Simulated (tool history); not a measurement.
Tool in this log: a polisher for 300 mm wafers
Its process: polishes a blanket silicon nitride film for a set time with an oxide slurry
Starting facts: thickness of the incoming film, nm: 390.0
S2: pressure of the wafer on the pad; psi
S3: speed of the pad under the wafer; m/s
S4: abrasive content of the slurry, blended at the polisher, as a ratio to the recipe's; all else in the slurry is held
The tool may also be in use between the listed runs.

Run 1, hour 0: flow of slurry (ml/min) 205, S2 3.5 psi, S3 1.1 m/s, S4 1, polishing time (s) 39. Result: film removed (angstrom) 216.31.
Run 2, hour 8.5: flow of slurry (ml/min) 205, S2 3.2 psi, S3 1.06 m/s, S4 1, polishing time (s) 39. Result: film removed (angstrom) 199.44.
Run 3, hour 14.5: flow of slurry (ml/min) 175, S2 3.2 psi, S3 1.06 m/s, S4 1, polishing time (s) 39. Result: film removed (angstrom) 196.42.
Run 4, hour 16.4: flow of slurry (ml/min) 175, S2 3 psi, S3 1.02 m/s, S4 1, polishing time (s) 39. Result: film removed (angstrom) 180.45.
Run 5, hour 23: flow of slurry (ml/min) 175, S2 3 psi, S3 1.02 m/s, S4 0.8, polishing time (s) 39. Result: film removed (angstrom) 163.52.
Run 6, hour 27.4: flow of slurry (ml/min) 175, S2 3 psi, S3 1.02 m/s, S4 0.8, polishing time (s) 39. Result: film removed (angstrom) 159.81.
Run 7, hour 34.7: flow of slurry (ml/min) 175, S2 2.8 psi, S3 1 m/s, S4 0.8, polishing time (s) 39. Result: film removed (angstrom) 147.83.
Run 8, hour 41.8: flow of slurry (ml/min) 175, S2 2.8 psi, S3 1 m/s, S4 0.8, polishing time (s) 39. Result: film removed (angstrom) 150.88.
Run 9, hour 48.6: flow of slurry (ml/min) 175, S2 2.6 psi, S3 0.98 m/s, S4 0.8, polishing time (s) 39. Result: film removed (angstrom) 138.22.
Run 10, hour 55.1: flow of slurry (ml/min) 175, S2 2.5 psi, S3 0.98 m/s, S4 0.8, polishing time (s) 39. Result: film removed (angstrom) 134.03.
Run 11, hour 61.5: flow of slurry (ml/min) 175, S2 2.4 psi, S3 0.98 m/s, S4 0.8, polishing time (s) 39. Result: film removed (angstrom) 130.93.
Run 12, hour 67.5: flow of slurry (ml/min) 175, S2 2.3 psi, S3 0.98 m/s, S4 0.8, polishing time (s) 39. Result: film removed (angstrom) 129.05.
Run 13, hour 68.8: flow of slurry (ml/min) 175, S2 2.2 psi, S3 0.98 m/s, S4 0.8, polishing time (s) 39. Result: film removed (angstrom) 123.88.

Run 14 comes next. What will it give?
Run 14, hour 75.3: flow of slurry (ml/min) 175, S2 2.1 psi, S3 0.98 m/s, S4 0.8, polishing time (s) 39. Result: film removed (angstrom) ?.

{"run 14": {"film removed (angstrom)": 120.03}}
